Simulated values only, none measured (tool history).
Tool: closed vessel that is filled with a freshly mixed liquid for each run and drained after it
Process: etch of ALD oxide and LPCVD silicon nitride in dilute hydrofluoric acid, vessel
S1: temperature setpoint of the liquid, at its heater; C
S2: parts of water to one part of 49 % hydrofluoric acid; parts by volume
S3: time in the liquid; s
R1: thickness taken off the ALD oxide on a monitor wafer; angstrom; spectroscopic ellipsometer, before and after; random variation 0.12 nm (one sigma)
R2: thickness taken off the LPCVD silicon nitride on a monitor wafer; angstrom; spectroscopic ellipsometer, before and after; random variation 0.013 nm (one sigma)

run,hour,S1,S2,S3,R1,R2
1,0,22,60,60,162.35,3.6313
2,4,24.5,60,60,177.53,4.4137
3,9.2,24.5,60,75,225.25,5.6492
4,16.5,24.5,60,60,179,4.4145
5,25,23.5,60,60,172.46,3.7451
6,31.9,22,60,60,162.63,3.5346

The next listed run, before its measurement:
7,34.3,21.5,65,60,?,?

R1: 143.78 angstrom
R2: 3.4178 angstrom
